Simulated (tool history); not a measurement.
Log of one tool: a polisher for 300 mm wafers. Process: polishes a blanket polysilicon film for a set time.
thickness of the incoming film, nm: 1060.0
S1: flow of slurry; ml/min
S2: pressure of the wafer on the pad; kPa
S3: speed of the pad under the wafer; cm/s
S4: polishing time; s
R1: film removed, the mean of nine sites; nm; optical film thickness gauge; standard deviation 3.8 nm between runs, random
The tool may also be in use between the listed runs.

{"run": 1, "hour": 0.0, "S1": 150, "S2": 17.2, "S3": 80, "S4": 80, "R1": 425.58}
{"run": 2, "hour": 3.1, "S1": 150, "S2": 17.2, "S3": 92, "S4": 80, "R1": 489.73}
{"run": 3, "hour": 6.1, "S1": 150, "S2": 16.5, "S3": 92, "S4": 80, "R1": 481.3}
{"run": 4, "hour": 14.2, "S1": 150, "S2": 15.9, "S3": 92, "S4": 80, "R1": 455.88}
{"run": 5, "hour": 21.5, "S1": 150, "S2": 15.9, "S3": 92, "S4": 80, "R1": 455.72}
{"run": 6, "hour": 25.6, "S1": 150, "S2": 15.9, "S3": 106, "S4": 80, "R1": 531.36}
{"run": 7, "hour": 32.1, "S1": 150, "S2": 15.2, "S3": 106, "S4": 80, "R1": 493.01}
{"run": 8, "hour": 33.6, "S1": 150, "S2": 14.5, "S3": 106, "S4": 80, "R1": 484.89}
{"run": 9, "hour": 40.1, "S1": 150, "S2": 13.8, "S3": 106, "S4": 80, "R1": 456.95}
{"run": 10, "hour": 46.7, "S1": 150, "S2": 13.1, "S3": 106, "S4": 80, "R1": 431.19}

Estimate the outcome of run 11 from the log above:
{"run": 11, "hour": 47.7, "S1": 135, "S2": 9.7, "S3": 106, "S4": 80, "R1": "?"}

Run 11 came out at R1 325.02 nm.

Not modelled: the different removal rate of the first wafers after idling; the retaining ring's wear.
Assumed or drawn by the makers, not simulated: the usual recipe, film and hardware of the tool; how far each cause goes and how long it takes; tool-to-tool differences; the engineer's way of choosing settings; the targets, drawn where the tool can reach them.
